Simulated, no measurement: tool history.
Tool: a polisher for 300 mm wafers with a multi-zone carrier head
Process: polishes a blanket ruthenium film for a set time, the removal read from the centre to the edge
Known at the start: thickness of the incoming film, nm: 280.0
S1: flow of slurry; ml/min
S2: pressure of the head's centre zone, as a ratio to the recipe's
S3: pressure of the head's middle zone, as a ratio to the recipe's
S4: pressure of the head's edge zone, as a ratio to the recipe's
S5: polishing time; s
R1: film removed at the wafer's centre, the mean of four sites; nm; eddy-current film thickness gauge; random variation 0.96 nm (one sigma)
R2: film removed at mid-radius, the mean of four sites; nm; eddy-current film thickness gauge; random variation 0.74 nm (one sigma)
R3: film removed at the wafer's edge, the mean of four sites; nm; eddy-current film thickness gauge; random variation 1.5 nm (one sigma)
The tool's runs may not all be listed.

Run 1, hour 0.0: S1 295 ml/min, S2 1.00, S3 1.00, S4 1.00, S5 39 s. Result: R1 75.477 nm, R2 73.135 nm, R3 72.077 nm.
Run 2, hour 5.1: S1 295 ml/min, S2 1.00, S3 1.00, S4 1.00, S5 32 s. Result: R1 61.119 nm, R2 59.366 nm, R3 61.166 nm.
Run 3, hour 11.3: S1 295 ml/min, S2 1.00, S3 1.07, S4 1.00, S5 32 s. Result: R1 62.624 nm, R2 62.957 nm, R3 60.778 nm.
Run 4, hour 17.6: S1 295 ml/min, S2 1.00, S3 1.03, S4 1.00, S5 32 s. Result: R1 59.705 nm, R2 61.893 nm, R3 61.158 nm.
Run 5, hour 24.1: S1 305 ml/min, S2 0.98, S3 1.05, S4 1.04, S5 36 s. Result: R1 66.459 nm, R2 70.154 nm, R3 69.525 nm.
Run 6, hour 26.2: S1 305 ml/min, S2 0.98, S3 1.05, S4 1.04, S5 26 s. Result: R1 48.757 nm, R2 50.708 nm, R3 49.021 nm.

Forecast run 7:
Run 7, hour 34.6: S1 345 ml/min, S2 1.08, S3 1.15, S4 1.14, S5 37 s. Result: R1 ?, R2 ?, R3 ?.

Run 7 gave R1 78.195 nm, R2 78.704 nm, R3 75.839 nm.

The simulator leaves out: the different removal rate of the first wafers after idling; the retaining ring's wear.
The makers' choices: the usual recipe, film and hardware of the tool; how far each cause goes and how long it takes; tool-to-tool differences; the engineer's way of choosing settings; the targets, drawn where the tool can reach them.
